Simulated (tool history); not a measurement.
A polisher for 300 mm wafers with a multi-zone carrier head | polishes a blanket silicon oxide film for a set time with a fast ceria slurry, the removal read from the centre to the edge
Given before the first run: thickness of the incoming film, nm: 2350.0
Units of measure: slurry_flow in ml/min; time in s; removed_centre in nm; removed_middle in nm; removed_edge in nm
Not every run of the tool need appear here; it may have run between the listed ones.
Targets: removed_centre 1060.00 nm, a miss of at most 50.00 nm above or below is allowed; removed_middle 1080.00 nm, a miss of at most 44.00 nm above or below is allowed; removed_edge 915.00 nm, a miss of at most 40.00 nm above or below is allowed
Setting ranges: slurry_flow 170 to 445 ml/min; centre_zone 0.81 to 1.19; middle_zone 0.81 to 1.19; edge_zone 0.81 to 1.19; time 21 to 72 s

run,day,slurry_flow,centre_zone,middle_zone,edge_zone,time,removed_centre,removed_middle,removed_edge
1,0.000,285,1.00,1.00,1.00,46,677.20,696.83,693.39
2,0.125,285,0.97,1.00,1.00,46,683.54,687.01,685.25
3,0.392,225,0.97,1.00,1.00,46,635.82,665.64,685.35
4,0.683,260,1.02,1.04,1.00,49,731.99,760.03,738.49
5,0.958,260,1.02,1.04,1.00,53,797.05,823.33,766.56
6,1.233,270,1.05,1.06,1.03,55,849.60,865.09,851.11
7,1.558,290,1.08,1.09,1.02,56,882.62,906.22,833.28
8,1.712,295,1.10,1.11,1.02,58,932.01,965.31,857.33
9,1.792,300,1.12,1.12,1.02,59,1000.80,996.19,899.27
10,1.883,300,1.12,1.12,1.02,59,982.32,1000.10,920.33
11,2.088,305,1.14,1.13,1.00,59,998.47,1013.80,876.01
12,2.404,305,1.15,1.14,1.00,59,1032.10,1012.80,902.63
13,2.542,305,1.15,1.15,1.00,59,1016.10,1034.60,879.76
14,2.692,305,1.16,1.16,1.01,59,1051.80,1024.40,893.38
15,3.025,305,1.15,1.17,1.01,59,1003.50,1019.00,887.33

Which one of the following 4 next-run settings gets every result inside its allowed miss? There is exactly one.
A,3.358,340,1.13,1.19,0.81,66,?,?,?
B,3.358,280,1.17,1.08,1.09,66,?,?,?
C,3.358,320,1.19,1.07,1.11,66,?,?,?
D,3.358,260,1.15,1.18,0.99,62,?,?,?

move,removed_centre,removed_middle,removed_edge
A,1141.50,1202.40,918.11
B,1156.00,1084.20,1019.80
C,1194.10,1090.50,1039.00
D,1057.80,1089.80,912.67
A: moves the result that the last run missed by most past its target, out the other side
B: the worst result of the last run now meets its target, but another is out of spec
C: the worst result of the last run now meets its target, but another is out of spec
D: all results in spec
The move that meets every target is D.

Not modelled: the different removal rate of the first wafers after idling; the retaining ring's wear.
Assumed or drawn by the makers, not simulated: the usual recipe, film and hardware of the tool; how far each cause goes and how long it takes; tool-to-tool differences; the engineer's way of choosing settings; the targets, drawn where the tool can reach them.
